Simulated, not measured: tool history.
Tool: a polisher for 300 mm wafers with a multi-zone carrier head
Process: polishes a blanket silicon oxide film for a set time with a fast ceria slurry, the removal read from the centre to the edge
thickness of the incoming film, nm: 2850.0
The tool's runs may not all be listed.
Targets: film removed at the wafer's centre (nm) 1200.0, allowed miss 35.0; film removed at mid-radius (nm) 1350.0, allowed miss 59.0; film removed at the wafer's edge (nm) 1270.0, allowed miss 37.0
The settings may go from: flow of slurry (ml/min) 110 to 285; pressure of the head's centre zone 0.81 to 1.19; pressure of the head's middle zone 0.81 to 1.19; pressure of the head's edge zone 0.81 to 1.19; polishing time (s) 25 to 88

run  hour  flow of slurry (ml/min)  pressure of the head's centre zone  pressure of the head's middle zone  pressure of the head's edge zone  polishing time (s)  film removed at the wafer's centre (nm)  film removed at mid-radius (nm)  film removed at the wafer's edge (nm)
  1   0.0                      180                                1.00                                1.00                              1.00                  56                                   1066.1                           1086.7                                 1130.1
  2   1.0                      180                                0.93                                1.00                              1.00                  56                                   1017.9                           1107.4                                 1134.5
  3   9.4                      195                                0.95                                1.03                              1.01                  57                                   1077.0                           1158.9                                 1148.1
  4  17.2                      195                                0.95                                1.10                              1.01                  57                                   1091.1                           1207.4                                 1152.5
  5  24.7                      195                                0.95                                1.14                              1.01                  57                                   1068.2                           1283.6                                 1153.7
  6  25.7                      235                                0.95                                1.14                              1.01                  57                                   1102.1                           1294.4                                 1196.5
  7  33.5                      240                                0.96                                1.14                              1.02                  57                                   1114.9                           1290.2                                 1189.5
  8  38.5                      245                                0.97                                1.14                              1.03                  58                                   1124.4                           1295.5                                 1225.2
  9  46.5                      245                                0.97                                1.14                              1.03                  58                                   1135.4                           1358.5                                 1229.8
 10  52.4                      250                                0.98                                1.13                              1.03                  58                                   1166.1                           1294.6                                 1212.7
 11  53.6                      255                                0.98                                1.13                              1.04                  58                                   1170.0                           1304.1                                 1216.5

5 next moves are on the table. One of them brings every result within its allowed miss. Which?
  A  54.8                      250                                0.91                                1.08                              1.11                  62                                        ?                                ?                                      ?
  B  54.8                      245                                0.99                                1.11                              1.03                  60                                        ?                                ?                                      ?
  C  54.8                      285                                0.98                                1.14                              0.99                  56                                        ?                                ?                                      ?
  D  54.8                      285                                0.95                                1.01                              1.03                  60                                        ?                                ?                                      ?
  E  54.8                      215                                0.88                                1.19                              1.11                  60                                        ?                                ?                                      ?

move  film removed at the wafer's centre (nm)  film removed at mid-radius (nm)  film removed at the wafer's edge (nm)
   A                                   1180.7                           1372.2                                 1372.4
   B                                   1192.3                           1355.9                                 1276.5
   C                                   1128.2                           1317.6                                 1183.7
   D                                   1187.6                           1273.2                                 1295.2
   E                                   1099.2                           1415.1                                 1306.4
A: takes the result that was furthest off past its target
B: meets every target
C: further off than the last run
D: brings the result that was furthest off to its target, and leaves another outside
E: brings the result that was furthest off to its target, and leaves another outside
The right move is B.
